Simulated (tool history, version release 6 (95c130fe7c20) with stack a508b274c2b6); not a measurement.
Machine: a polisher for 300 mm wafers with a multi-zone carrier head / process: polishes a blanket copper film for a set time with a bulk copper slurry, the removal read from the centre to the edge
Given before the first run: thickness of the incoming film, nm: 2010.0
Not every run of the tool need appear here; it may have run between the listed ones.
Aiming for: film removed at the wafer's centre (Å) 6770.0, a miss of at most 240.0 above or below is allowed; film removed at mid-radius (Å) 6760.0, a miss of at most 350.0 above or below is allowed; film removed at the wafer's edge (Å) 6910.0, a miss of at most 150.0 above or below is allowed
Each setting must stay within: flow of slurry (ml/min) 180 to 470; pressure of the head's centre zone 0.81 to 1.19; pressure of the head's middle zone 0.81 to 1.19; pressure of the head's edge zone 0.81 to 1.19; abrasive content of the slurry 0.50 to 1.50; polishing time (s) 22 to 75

run	day	flow of slurry (ml/min)	pressure of the head's centre zone	pressure of the head's middle zone	pressure of the head's edge zone	abrasive content of the slurry	polishing time (s)	film removed at the wafer's centre (Å)	film removed at mid-radius (Å)	film removed at the wafer's edge (Å)
1	0.000	300	1.00	1.00	1.00	1.00	48	7276.3	7148.6	7327.2
2	0.046	300	0.93	1.00	1.00	1.00	48	6672.8	7389.3	7361.5
3	0.362	300	0.93	1.08	1.00	1.00	48	6767.0	7692.7	7279.1
4	0.529	295	0.94	1.06	0.99	0.95	48	6643.9	7431.8	7157.4
5	0.675	295	0.90	1.06	0.99	0.95	48	6524.5	7403.9	7231.9
6	0.767	295	0.90	1.06	0.99	0.95	56	7398.3	8325.2	8346.8
7	0.900	290	0.91	1.05	0.96	0.85	56	7241.0	8140.0	7857.2
8	0.938	280	0.91	1.01	0.94	0.80	56	7169.9	7630.5	7700.5
9	1.288	270	0.91	1.00	0.92	0.80	56	7168.7	7702.9	7568.5
10	1.379	265	0.91	0.97	0.90	0.75	56	6762.1	7436.3	7298.0
11	1.667	260	0.92	0.95	0.89	0.75	56	7026.7	7300.3	7268.9
12	1.971	255	0.92	0.93	0.88	0.75	56	6825.8	7080.5	7308.4
13	2.229	255	0.92	0.93	0.88	0.75	56	6877.0	7142.3	7177.4
14	2.312	250	0.92	0.92	0.87	0.75	56	6869.6	6890.2	7182.3
# day 2.512: worn pad replaced by a new one
15	2.512	245	0.92	0.92	0.86	0.75	56	7625.4	7648.1	7969.6

Next run, 4 choices. One meets every target within its allowed miss, the rest don't. Which?
A	2.712	180	0.91	0.81	0.98	0.95	50	?	?	?
B	2.712	255	0.97	0.96	0.82	0.80	59	?	?	?
C	2.712	295	0.84	1.12	0.83	0.60	54	?	?	?
D	2.712	270	0.91	0.89	0.82	0.60	54	?	?	?

move	film removed at the wafer's centre (Å)	film removed at mid-radius (Å)	film removed at the wafer's edge (Å)
A	6764.6	6373.1	7841.5
B	8570.9	8648.4	8381.7
C	6229.6	8254.6	7007.1
D	6662.9	6728.4	6937.9
A: gains on the last run, yet a result remains outside its allowed miss
B: its largest miss is bigger than the last run's
C: puts the biggest miss on target and leaves a different result outside tolerance
D: in spec on every target
D meets every target.
